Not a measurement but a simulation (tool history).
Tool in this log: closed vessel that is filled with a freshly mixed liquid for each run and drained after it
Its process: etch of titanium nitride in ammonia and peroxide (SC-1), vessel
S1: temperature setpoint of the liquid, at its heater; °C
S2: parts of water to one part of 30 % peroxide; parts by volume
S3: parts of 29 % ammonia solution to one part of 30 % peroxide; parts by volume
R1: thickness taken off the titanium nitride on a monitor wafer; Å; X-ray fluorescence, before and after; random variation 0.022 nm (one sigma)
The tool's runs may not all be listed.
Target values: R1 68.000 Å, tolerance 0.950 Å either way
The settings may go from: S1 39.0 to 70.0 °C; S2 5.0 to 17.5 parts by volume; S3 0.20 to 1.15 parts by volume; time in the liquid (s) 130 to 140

{"run": 1, "hour": 0.0, "S1": 55.0, "S2": 9.5, "S3": 0.65, "time in the liquid (s)": 130, "R1": 124.24}
{"run": 2, "hour": 4.2, "S1": 53.0, "S2": 9.5, "S3": 0.65, "time in the liquid (s)": 130, "R1": 108.64}
{"run": 3, "hour": 4.9, "S1": 51.5, "S2": 9.5, "S3": 0.65, "time in the liquid (s)": 130, "R1": 98.064}
{"run": 4, "hour": 9.5, "S1": 50.0, "S2": 9.5, "S3": 0.65, "time in the liquid (s)": 130, "R1": 88.167}
{"run": 5, "hour": 12.0, "S1": 49.0, "S2": 9.5, "S3": 0.65, "time in the liquid (s)": 130, "R1": 82.758}
{"run": 6, "hour": 12.8, "S1": 48.5, "S2": 9.5, "S3": 0.65, "time in the liquid (s)": 130, "R1": 79.505}
{"run": 7, "hour": 20.1, "S1": 48.0, "S2": 9.5, "S3": 0.65, "time in the liquid (s)": 130, "R1": 76.913}
{"run": 8, "hour": 27.2, "S1": 47.5, "S2": 9.5, "S3": 0.65, "time in the liquid (s)": 130, "R1": 74.021}

4 next moves are on the table. One of them brings every result within its allowed miss. Which?
{"run": "A", "hour": 34.3, "S1": 48.5, "S2": 11.5, "S3": 0.65, "time in the liquid (s)": 135, "R1": "?"}
{"run": "B", "hour": 34.3, "S1": 49.0, "S2": 9.0, "S3": 0.55, "time in the liquid (s)": 130, "R1": "?"}
{"run": "C", "hour": 34.3, "S1": 41.5, "S2": 5.5, "S3": 0.7, "time in the liquid (s)": 140, "R1": "?"}
{"run": "D", "hour": 34.3, "S1": 46.0, "S2": 9.5, "S3": 0.55, "time in the liquid (s)": 130, "R1": "?"}

move=A R1=74.692
move=B R1=82.229
move=C R1=68.219
move=D R1=64.678
A: further off than the last run
B: further off than the last run
C: each result inside its tolerance
D: moves the result that the last run missed by most past its target, out the other side
Go with C: it meets all targets.
